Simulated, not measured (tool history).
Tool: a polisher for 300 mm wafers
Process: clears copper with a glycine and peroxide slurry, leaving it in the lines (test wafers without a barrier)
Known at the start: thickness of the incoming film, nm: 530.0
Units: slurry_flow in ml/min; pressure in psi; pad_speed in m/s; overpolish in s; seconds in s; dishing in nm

| run | day | slurry_flow | pressure | pad_speed | overpolish | seconds | dishing |
|---|---|---|---|---|---|---|---|
| 1 | 0.000 | 285 | 2.8 | 0.94 | 28 | 118.100 | 12.443 |
| 2 | 0.208 | 285 | 2.8 | 1.08 | 28 | 104.290 | 12.395 |
| 3 | 0.242 | 255 | 2.8 | 1.08 | 28 | 106.270 | 12.407 |
| 4 | 0.479 | 255 | 2.8 | 1.30 | 28 | 89.580 | 11.746 |
| 5 | 0.842 | 220 | 2.8 | 1.30 | 28 | 91.548 | 12.128 |
| 6 | 1.000 | 220 | 2.8 | 1.30 | 21 | 91.703 | 12.231 |
| 7 | 1.104 | 215 | 2.6 | 1.30 | 21 | 95.203 | 11.959 |

The next listed run, before its measurement:
| 8 | 1.192 | 210 | 2.6 | 1.24 | 21 | ? | ? |

seconds: 98.142 s
dishing: 11.805 nm

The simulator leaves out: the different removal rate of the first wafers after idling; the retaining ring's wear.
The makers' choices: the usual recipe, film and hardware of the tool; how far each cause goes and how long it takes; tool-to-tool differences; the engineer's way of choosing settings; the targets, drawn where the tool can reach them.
